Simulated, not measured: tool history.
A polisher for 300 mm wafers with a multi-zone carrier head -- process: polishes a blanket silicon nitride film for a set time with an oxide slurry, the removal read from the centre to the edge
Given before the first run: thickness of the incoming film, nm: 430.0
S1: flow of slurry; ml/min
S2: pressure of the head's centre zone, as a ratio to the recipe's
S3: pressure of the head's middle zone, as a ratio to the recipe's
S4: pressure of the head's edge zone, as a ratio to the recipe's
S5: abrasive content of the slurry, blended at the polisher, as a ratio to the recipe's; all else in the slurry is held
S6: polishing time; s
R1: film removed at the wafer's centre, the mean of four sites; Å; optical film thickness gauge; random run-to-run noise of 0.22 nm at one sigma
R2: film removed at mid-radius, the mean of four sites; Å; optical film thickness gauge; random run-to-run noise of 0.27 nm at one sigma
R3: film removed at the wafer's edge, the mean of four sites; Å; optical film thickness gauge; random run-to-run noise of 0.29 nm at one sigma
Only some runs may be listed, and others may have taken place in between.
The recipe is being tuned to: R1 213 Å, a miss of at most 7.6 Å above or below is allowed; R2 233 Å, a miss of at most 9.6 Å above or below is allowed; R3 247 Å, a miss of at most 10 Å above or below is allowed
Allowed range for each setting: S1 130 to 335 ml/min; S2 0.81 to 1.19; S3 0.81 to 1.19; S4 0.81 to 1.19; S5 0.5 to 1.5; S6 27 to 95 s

| run | hour | S1 | S2 | S3 | S4 | S5 | S6 | R1 | R2 | R3 |
|---|---|---|---|---|---|---|---|---|---|---|
| 1 | 0 | 215 | 1 | 1 | 1 | 1 | 61 | 535.31 | 529.28 | 536.3 |
| 2 | 6.4 | 265 | 1 | 1 | 1 | 1 | 61 | 541.41 | 537.42 | 549.37 |
| 3 | 10.7 | 295 | 1 | 1 | 1 | 1 | 61 | 546.52 | 536.26 | 550.84 |
| 4 | 12.7 | 295 | 1 | 1.05 | 1 | 1 | 61 | 571.7 | 558.85 | 550.87 |
| 5 | 16.6 | 295 | 1 | 0.99 | 1 | 1 | 61 | 562.64 | 543.62 | 551.09 |
| 6 | 24.4 | 270 | 1 | 0.99 | 1 | 1 | 61 | 552.9 | 527.77 | 551.51 |
| 7 | 26.5 | 265 | 0.95 | 0.97 | 0.97 | 0.85 | 52 | 402.33 | 398.65 | 416.35 |
| 8 | 34.1 | 250 | 0.91 | 0.96 | 0.95 | 0.75 | 48 | 330.27 | 335.42 | 351.05 |
| 9 | 43 | 235 | 0.88 | 0.95 | 0.94 | 0.7 | 46 | 288.74 | 307.03 | 320.24 |

Which one of the following 4 next-run settings gets every result inside its allowed miss? There is exactly one.
| A | 51.9 | 255 | 1.05 | 0.81 | 1.08 | 0.85 | 40 | ? | ? | ? |
| B | 51.9 | 235 | 1.13 | 0.84 | 0.94 | 0.6 | 49 | ? | ? | ? |
| C | 51.9 | 210 | 0.84 | 0.93 | 0.92 | 0.65 | 39 | ? | ? | ? |
| D | 51.9 | 235 | 0.84 | 0.85 | 0.98 | 0.55 | 44 | ? | ? | ? |

| move | R1 | R2 | R3 |
|---|---|---|---|
| A | 345.06 | 262.6 | 337.53 |
| B | 348.15 | 253.66 | 296.59 |
| C | 215.84 | 231.3 | 246.46 |
| D | 214.5 | 213.09 | 251.26 |
A: further off than the last run
B: further off than the last run
C: all results in spec
D: the worst result of the last run now meets its target, but another is out of spec
C is the move that brings every result within its allowed miss.

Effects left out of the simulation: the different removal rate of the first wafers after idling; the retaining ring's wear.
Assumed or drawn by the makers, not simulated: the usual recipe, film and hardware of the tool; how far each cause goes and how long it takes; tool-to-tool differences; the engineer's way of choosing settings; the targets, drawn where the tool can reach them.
